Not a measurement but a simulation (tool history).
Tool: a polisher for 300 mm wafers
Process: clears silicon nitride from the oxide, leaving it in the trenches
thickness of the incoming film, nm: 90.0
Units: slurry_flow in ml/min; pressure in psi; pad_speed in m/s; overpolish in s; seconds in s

{"run": 1, "hour": 0.0, "slurry_flow": 215, "pressure": 2.2, "pad_speed": 1.18, "overpolish": 6, "seconds": 133.01}
{"run": 2, "hour": 3.1, "slurry_flow": 215, "pressure": 2.2, "pad_speed": 1.18, "overpolish": 6, "seconds": 129.91}
{"run": 3, "hour": 5.8, "slurry_flow": 245, "pressure": 2.2, "pad_speed": 1.18, "overpolish": 6, "seconds": 126.73}
{"run": 4, "hour": 14.3, "slurry_flow": 245, "pressure": 2.2, "pad_speed": 1.18, "overpolish": 6, "seconds": 129.3}
{"run": 5, "hour": 20.1, "slurry_flow": 245, "pressure": 2.2, "pad_speed": 1.18, "overpolish": 6, "seconds": 127.85}
{"run": 6, "hour": 28.3, "slurry_flow": 245, "pressure": 2.3, "pad_speed": 1.18, "overpolish": 6, "seconds": 121.17}
{"run": 7, "hour": 31.4, "slurry_flow": 245, "pressure": 2.4, "pad_speed": 1.18, "overpolish": 6, "seconds": 119.81}

Run 8 comes next. What will it give?
{"run": 8, "hour": 40.4, "slurry_flow": 245, "pressure": 2.5, "pad_speed": 1.18, "overpolish": 6, "seconds": "?"}

seconds: 111.84 s
